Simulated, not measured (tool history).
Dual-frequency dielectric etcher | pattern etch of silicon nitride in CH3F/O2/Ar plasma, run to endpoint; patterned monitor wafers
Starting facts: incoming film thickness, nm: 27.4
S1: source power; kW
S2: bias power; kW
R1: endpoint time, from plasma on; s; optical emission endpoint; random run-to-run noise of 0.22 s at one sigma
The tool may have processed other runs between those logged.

run,day,S1,S2,R1
1,0.000,0.440,0.077,34.199
2,0.296,0.510,0.077,33.053
3,0.362,0.450,0.077,34.440
4,0.600,0.430,0.074,35.697
5,0.750,0.390,0.074,36.067
6,0.900,0.380,0.072,37.055
7,1.142,0.370,0.071,37.293

Predict the results of run 8:
8,1.467,0.280,0.056,?

R1: 44.949 s
